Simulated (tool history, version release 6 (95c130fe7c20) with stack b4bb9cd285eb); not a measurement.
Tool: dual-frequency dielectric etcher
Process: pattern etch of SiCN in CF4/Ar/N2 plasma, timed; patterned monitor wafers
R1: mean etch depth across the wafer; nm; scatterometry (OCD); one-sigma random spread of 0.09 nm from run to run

Run 1, hour 0.0: source power (kW) 0.430, bias power (kW) 0.071, Ar flow (sccm) 120, CF4 flow (sccm) 81, etch time (s) 78.5. Result: R1 64.065 nm.
Run 2, hour 8.8: source power (kW) 0.410, bias power (kW) 0.067, Ar flow (sccm) 121, CF4 flow (sccm) 81, etch time (s) 78.5. Result: R1 59.043 nm.
Run 3, hour 11.0: source power (kW) 0.460, bias power (kW) 0.067, Ar flow (sccm) 121, CF4 flow (sccm) 81, etch time (s) 78.5. Result: R1 67.021 nm.
Run 4, hour 20.0: source power (kW) 0.460, bias power (kW) 0.076, Ar flow (sccm) 121, CF4 flow (sccm) 81, etch time (s) 78.5. Result: R1 71.334 nm.
Run 5, hour 27.5: source power (kW) 0.460, bias power (kW) 0.076, Ar flow (sccm) 121, CF4 flow (sccm) 81, etch time (s) 82.0. Result: R1 74.385 nm.
Run 6, hour 32.5: source power (kW) 0.460, bias power (kW) 0.076, Ar flow (sccm) 111, CF4 flow (sccm) 81, etch time (s) 82.0. Result: R1 75.806 nm.
Run 7, hour 35.5: source power (kW) 0.460, bias power (kW) 0.076, Ar flow (sccm) 111, CF4 flow (sccm) 81, etch time (s) 82.0. Result: R1 75.812 nm.
Run 8, hour 43.6: source power (kW) 0.430, bias power (kW) 0.072, Ar flow (sccm) 112, CF4 flow (sccm) 81, etch time (s) 82.0. Result: R1 68.482 nm.

Forecast run 9:
Run 9, hour 50.8: source power (kW) 0.410, bias power (kW) 0.069, Ar flow (sccm) 113, CF4 flow (sccm) 81, etch time (s) 82.0. Result: R1 ?.

Run 9 produced R1 63.456 nm.
